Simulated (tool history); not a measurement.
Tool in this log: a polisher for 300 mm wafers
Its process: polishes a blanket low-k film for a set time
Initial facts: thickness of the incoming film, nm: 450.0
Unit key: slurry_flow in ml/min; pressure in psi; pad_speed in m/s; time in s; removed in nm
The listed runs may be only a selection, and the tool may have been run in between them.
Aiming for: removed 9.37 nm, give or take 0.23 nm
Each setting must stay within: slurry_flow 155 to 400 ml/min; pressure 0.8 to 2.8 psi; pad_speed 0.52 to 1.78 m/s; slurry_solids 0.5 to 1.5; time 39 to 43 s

{"run": 1, "hour": 0.0, "slurry_flow": 255, "pressure": 1.8, "pad_speed": 1.14, "slurry_solids": 1, "time": 43, "removed": 20.815}
{"run": 2, "hour": 8.2, "slurry_flow": 255, "pressure": 1.7, "pad_speed": 1.1, "slurry_solids": 1, "time": 43, "removed": 19.106}
{"run": 3, "hour": 11.3, "slurry_flow": 255, "pressure": 1.9, "pad_speed": 1.1, "slurry_solids": 1, "time": 43, "removed": 21.598}
{"run": 4, "hour": 16.9, "slurry_flow": 255, "pressure": 1.6, "pad_speed": 1.1, "slurry_solids": 1, "time": 43, "removed": 18.074}
{"run": 5, "hour": 21.2, "slurry_flow": 255, "pressure": 1.6, "pad_speed": 1.1, "slurry_solids": 1.2, "time": 43, "removed": 19.812}
{"run": 6, "hour": 23.3, "slurry_flow": 305, "pressure": 1.6, "pad_speed": 1.1, "slurry_solids": 1.2, "time": 43, "removed": 20.432}
{"run": 7, "hour": 31.0, "slurry_flow": 295, "pressure": 1.5, "pad_speed": 1.04, "slurry_solids": 1.2, "time": 43, "removed": 18.026}
{"run": 8, "hour": 39.5, "slurry_flow": 290, "pressure": 1.4, "pad_speed": 1, "slurry_solids": 1.2, "time": 43, "removed": 16.673}
{"run": 9, "hour": 44.5, "slurry_flow": 285, "pressure": 1.3, "pad_speed": 0.96, "slurry_solids": 1.2, "time": 43, "removed": 14.786}
{"run": 10, "hour": 45.1, "slurry_flow": 275, "pressure": 1.2, "pad_speed": 0.94, "slurry_solids": 1.2, "time": 43, "removed": 13.41}
{"run": 11, "hour": 47.3, "slurry_flow": 265, "pressure": 1.1, "pad_speed": 0.94, "slurry_solids": 1.2, "time": 43, "removed": 12.221}
{"run": 12, "hour": 50.7, "slurry_flow": 255, "pressure": 1.1, "pad_speed": 0.94, "slurry_solids": 1.2, "time": 43, "removed": 12.27}
{"run": 13, "hour": 56.6, "slurry_flow": 245, "pressure": 1.1, "pad_speed": 0.94, "slurry_solids": 1.2, "time": 43, "removed": 12.057}
{"run": 14, "hour": 57.5, "slurry_flow": 235, "pressure": 1.1, "pad_speed": 0.94, "slurry_solids": 1.2, "time": 43, "removed": 12.091}

Which single option among these 5 for the next run brings every result within its allowed miss of target? Just one does.
{"run": "A", "hour": 58.4, "slurry_flow": 225, "pressure": 1.4, "pad_speed": 1.1, "slurry_solids": 1.2, "time": 43, "removed": "?"}
{"run": "B", "hour": 58.4, "slurry_flow": 180, "pressure": 0.9, "pad_speed": 0.86, "slurry_solids": 1.2, "time": 43, "removed": "?"}
{"run": "C", "hour": 58.4, "slurry_flow": 235, "pressure": 1.3, "pad_speed": 1.2, "slurry_solids": 1.15, "time": 42, "removed": "?"}
{"run": "D", "hour": 58.4, "slurry_flow": 200, "pressure": 1.4, "pad_speed": 1, "slurry_solids": 1.2, "time": 43, "removed": "?"}
{"run": "E", "hour": 58.4, "slurry_flow": 305, "pressure": 1.3, "pad_speed": 0.92, "slurry_solids": 0.7, "time": 39, "removed": "?"}

move=A removed=17.36
move=B removed=9.043
move=C removed=16.679
move=D removed=15.814
move=E removed=9.4445
A: lands further from the targets than the last run did
B: pushes the last run's worst result past its target
C: lands further from the targets than the last run did
D: lands further from the targets than the last run did
E: every result within its allowed miss
Go with E: it meets all targets.

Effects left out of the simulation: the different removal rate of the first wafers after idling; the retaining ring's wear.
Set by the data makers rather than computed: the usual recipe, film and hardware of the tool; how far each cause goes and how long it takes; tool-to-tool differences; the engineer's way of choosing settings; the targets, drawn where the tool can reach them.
